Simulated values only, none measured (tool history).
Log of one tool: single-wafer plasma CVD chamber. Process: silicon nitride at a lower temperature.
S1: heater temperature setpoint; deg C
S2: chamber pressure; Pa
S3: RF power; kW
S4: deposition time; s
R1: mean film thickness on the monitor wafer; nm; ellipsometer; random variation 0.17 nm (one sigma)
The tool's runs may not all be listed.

run    day   S1   S2     S3    S4      R1
  1      0  355  280  0.265  37.2  39.818
  2  0.079  355  289  0.265  37.2  39.763
  3  0.288  355  289  0.265  38.4  41.206
  4  0.575  355  289  0.235  38.4  38.322
  5  0.838  355  289   0.22  38.4  36.772
  6    1.2  355  303  0.225  38.4  37.563
  7  1.458  355  303  0.225  38.4  37.527
  8  1.708  355  312   0.23  38.4  38.229
  9  1.879  355  320  0.235  38.4  39.441

Forecast run 10:
 10  2.083  355  331  0.235  38.4   ?

R1: 39.45 nm
